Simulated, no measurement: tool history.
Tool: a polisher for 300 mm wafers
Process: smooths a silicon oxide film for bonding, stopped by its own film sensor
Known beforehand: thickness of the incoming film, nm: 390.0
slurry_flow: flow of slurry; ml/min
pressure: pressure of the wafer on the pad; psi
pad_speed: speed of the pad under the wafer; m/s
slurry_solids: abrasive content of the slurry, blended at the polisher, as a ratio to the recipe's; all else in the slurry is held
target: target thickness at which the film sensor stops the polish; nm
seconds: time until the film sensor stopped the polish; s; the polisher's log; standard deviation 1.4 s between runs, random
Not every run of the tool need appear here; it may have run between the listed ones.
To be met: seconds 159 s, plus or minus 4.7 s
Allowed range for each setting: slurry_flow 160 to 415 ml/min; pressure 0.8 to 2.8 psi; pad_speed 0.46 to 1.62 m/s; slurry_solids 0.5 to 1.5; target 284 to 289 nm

run	hour	slurry_flow	pressure	pad_speed	slurry_solids	target	seconds
1	0	265	1.8	1.04	1	289	136.88
2	5.4	315	1.8	1.04	1	289	132.87
3	12.2	260	1.8	1.04	1	289	136.91
4	19.3	260	1.8	1.04	1	284	142.62
5	28.1	260	1.8	1.04	0.9	284	151.71
6	33.1	260	2.1	1.04	0.9	284	127.97
7	36.6	260	2	1.04	0.9	284	136.24
8	37.1	260	2	1.04	0.9	284	133.29
9	41.3	260	2	1.04	0.9	284	134.53

Pick the move, out of 4, that brings all results within their allowed miss; only one does.
A	45.5	265	2.1	0.96	0.85	284	?
B	45.5	250	1.7	1.04	0.95	287	?
C	45.5	255	1.6	1.28	0.7	289	?
D	45.5	360	2.3	1.12	0.65	289	?

move	seconds
A	141.74
B	150.61
C	160.09
D	127.53
A: closer than the last run, but not yet in spec
B: closer than the last run, but not yet in spec
C: every result within its allowed miss
D: misses by more than the last run did
Go with C: it meets all targets.
